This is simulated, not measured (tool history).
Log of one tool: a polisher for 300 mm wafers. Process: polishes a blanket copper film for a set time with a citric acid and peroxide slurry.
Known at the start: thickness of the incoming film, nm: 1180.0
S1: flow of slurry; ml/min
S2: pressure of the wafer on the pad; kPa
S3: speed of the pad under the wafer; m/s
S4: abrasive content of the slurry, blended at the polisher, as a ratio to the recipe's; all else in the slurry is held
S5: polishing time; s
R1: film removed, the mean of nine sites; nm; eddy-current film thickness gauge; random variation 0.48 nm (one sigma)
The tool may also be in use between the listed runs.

run,hour,S1,S2,S3,S4,S5,R1
1,0,290,13.8,0.82,1,39,39.553
2,7.4,290,14.5,0.82,1,39,41.206
3,11.5,290,14.5,0.7,1,39,35.14
4,12.6,290,15.9,0.7,1,39,38.645
# hour 18.9: worn pad replaced by a new one
5,18.9,320,15.9,0.7,1,39,40.69
6,24.5,355,15.9,0.7,1,39,41.297

Forecast run 7:
7,28.5,365,16.5,0.7,1,39,?

R1: 43.418 nm

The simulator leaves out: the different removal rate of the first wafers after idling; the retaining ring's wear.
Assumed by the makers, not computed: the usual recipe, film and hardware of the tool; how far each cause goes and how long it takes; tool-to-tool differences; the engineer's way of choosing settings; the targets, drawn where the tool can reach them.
